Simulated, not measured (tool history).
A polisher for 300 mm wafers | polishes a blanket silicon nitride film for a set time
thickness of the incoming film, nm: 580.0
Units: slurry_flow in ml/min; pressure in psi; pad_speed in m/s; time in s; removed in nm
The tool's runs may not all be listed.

run	day	slurry_flow	pressure	pad_speed	time	removed
1	0.000	125	3.3	1.34	60	103.540
2	0.288	110	2.7	1.10	60	69.935
3	0.404	100	2.3	0.94	60	51.796
4	0.467	95	2.0	0.88	60	42.091
5	0.700	90	1.8	0.88	60	37.508
6	0.921	90	1.8	0.60	60	27.603
7	0.992	125	2.2	0.60	60	36.400
8	1.175	115	2.2	0.60	60	35.556

Run 9 comes next. What will it give?
9	1.333	110	2.2	0.60	60	?

Run 9 gave removed 35.177 nm.
